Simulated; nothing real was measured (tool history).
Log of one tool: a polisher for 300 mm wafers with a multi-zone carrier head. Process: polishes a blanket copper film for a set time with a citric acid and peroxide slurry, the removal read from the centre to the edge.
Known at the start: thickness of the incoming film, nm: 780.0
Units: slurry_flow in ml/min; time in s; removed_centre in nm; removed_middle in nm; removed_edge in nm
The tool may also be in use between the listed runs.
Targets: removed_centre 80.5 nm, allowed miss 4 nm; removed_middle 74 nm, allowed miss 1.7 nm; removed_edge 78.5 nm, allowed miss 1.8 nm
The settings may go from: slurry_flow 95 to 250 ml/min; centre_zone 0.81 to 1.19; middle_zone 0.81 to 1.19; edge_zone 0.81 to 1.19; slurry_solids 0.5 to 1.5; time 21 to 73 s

run,day,slurry_flow,centre_zone,middle_zone,edge_zone,slurry_solids,time,removed_centre,removed_middle,removed_edge
1,0,160,1,1,1,1,47,117.35,116.11,119.31
2,0.312,160,1,1,1,1,41,103.95,101.48,103.01
3,0.392,155,0.99,0.98,0.97,0.9,41,94.015,97.053,99.418
4,0.633,155,0.99,0.98,1.02,0.9,41,96.612,97.159,101.28
5,0.8,155,0.99,0.98,1.02,0.75,41,90.058,92.261,95.313
6,1.129,155,0.99,0.98,1.02,0.6,41,85.931,87.255,91.903
7,1.2,150,1.01,0.97,0.99,0.6,41,88.283,86.142,88.972
8,1.271,140,1.01,0.95,0.97,0.6,41,88.59,84.067,86.885
9,1.412,135,1,0.93,0.96,0.6,41,86.093,81.358,86.033
10,1.704,130,1,0.92,0.95,0.6,41,84.576,80.262,85.419
11,2.042,105,1.02,0.87,0.85,0.5,41,76.837,69.806,74.895
12,2.075,110,1.02,0.87,0.85,0.5,41,78.76,70.148,75.736
13,2.425,115,1.02,0.87,0.85,0.5,41,80.051,71.075,76.105
14,2.517,120,1.01,0.87,0.85,0.5,41,80.523,72.007,77.078

Which of these 4 next moves meets every target?
A,2.608,135,0.96,0.85,0.81,0.5,42,?,?,?
B,2.608,95,0.86,0.81,0.95,0.75,40,?,?,?
C,2.608,105,0.99,0.86,0.92,0.55,43,?,?,?
D,2.608,95,0.88,0.85,0.99,0.55,42,?,?,?

move,removed_centre,removed_middle,removed_edge
A,80.631,73.844,78.637
B,69.416,69.135,84.378
C,81.972,74.037,84.079
D,69.08,69.895,83.603
A: meets every target
B: further off than the last run
C: brings the result that was furthest off to its target, and leaves another outside
D: further off than the last run
Answer: A
